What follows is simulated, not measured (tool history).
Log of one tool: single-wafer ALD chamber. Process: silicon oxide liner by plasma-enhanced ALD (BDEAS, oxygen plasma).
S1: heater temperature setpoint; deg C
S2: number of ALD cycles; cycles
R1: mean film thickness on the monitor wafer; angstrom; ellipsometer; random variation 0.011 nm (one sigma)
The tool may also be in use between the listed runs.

Run 1, hour 0: S1 315 deg C, S2 72 cycles. Result: R1 62.696 angstrom.
Run 2, hour 6.5: S1 315 deg C, S2 64 cycles. Result: R1 55.673 angstrom.
Run 3, hour 12.4: S1 323 deg C, S2 64 cycles. Result: R1 55.234 angstrom.
Run 4, hour 17.2: S1 323 deg C, S2 62 cycles. Result: R1 53.503 angstrom.
Run 5, hour 18.4: S1 313 deg C, S2 62 cycles. Result: R1 54.287 angstrom.
Run 6, hour 22.6: S1 322 deg C, S2 62 cycles. Result: R1 53.48 angstrom.
Run 7, hour 29.6: S1 322 deg C, S2 61 cycles. Result: R1 52.73 angstrom.

Forecast run 8:
Run 8, hour 32.6: S1 322 deg C, S2 60 cycles. Result: R1 ?.

{"run 8": {"R1": 51.556}}
